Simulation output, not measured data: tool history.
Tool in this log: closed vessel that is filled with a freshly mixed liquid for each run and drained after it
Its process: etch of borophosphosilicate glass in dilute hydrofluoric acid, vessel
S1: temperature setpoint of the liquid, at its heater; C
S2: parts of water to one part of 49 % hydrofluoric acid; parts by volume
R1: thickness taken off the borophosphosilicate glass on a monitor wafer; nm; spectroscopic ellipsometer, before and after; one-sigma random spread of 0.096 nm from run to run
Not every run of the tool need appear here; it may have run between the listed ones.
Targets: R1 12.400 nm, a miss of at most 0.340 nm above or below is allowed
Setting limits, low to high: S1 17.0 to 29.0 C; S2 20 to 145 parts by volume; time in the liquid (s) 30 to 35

run 1 hour=0.0 | S1=21.0 S2=80 time_in_the_liquid_(s)=35 | R1=16.201
run 2 hour=8.8 | S1=24.5 S2=80 time_in_the_liquid_(s)=35 | R1=18.867
run 3 hour=17.6 | S1=21.0 S2=80 time_in_the_liquid_(s)=35 | R1=16.288
run 4 hour=18.9 | S1=21.0 S2=80 time_in_the_liquid_(s)=35 | R1=16.126
run 5 hour=22.5 | S1=20.5 S2=80 time_in_the_liquid_(s)=35 | R1=16.175
run 6 hour=24.4 | S1=20.0 S2=80 time_in_the_liquid_(s)=35 | R1=15.581
run 7 hour=27.2 | S1=19.5 S2=80 time_in_the_liquid_(s)=35 | R1=15.161
run 8 hour=30.6 | S1=19.0 S2=80 time_in_the_liquid_(s)=35 | R1=14.879
run 9 hour=39.2 | S1=18.5 S2=80 time_in_the_liquid_(s)=35 | R1=14.503

Exercise: of the 4 proposed moves below, exactly one satisfies all targets within the stated allowed misses. Which move is it?
run A hour=47.8 | S1=17.5 S2=90 time_in_the_liquid_(s)=35 | R1=?
run B hour=47.8 | S1=17.5 S2=85 time_in_the_liquid_(s)=35 | R1=?
run C hour=47.8 | S1=18.5 S2=85 time_in_the_liquid_(s)=30 | R1=?
run D hour=47.8 | S1=17.5 S2=70 time_in_the_liquid_(s)=35 | R1=?

move=A R1=12.382
move=B R1=13.181
move=C R1=11.785
move=D R1=16.268
A: hits every target within its allowed miss
B: nearer the targets than the last run, but a result is still out of spec
C: carries the result that was furthest off beyond its target, to the other side
D: moves away from the targets compared with the last run
Answer: A
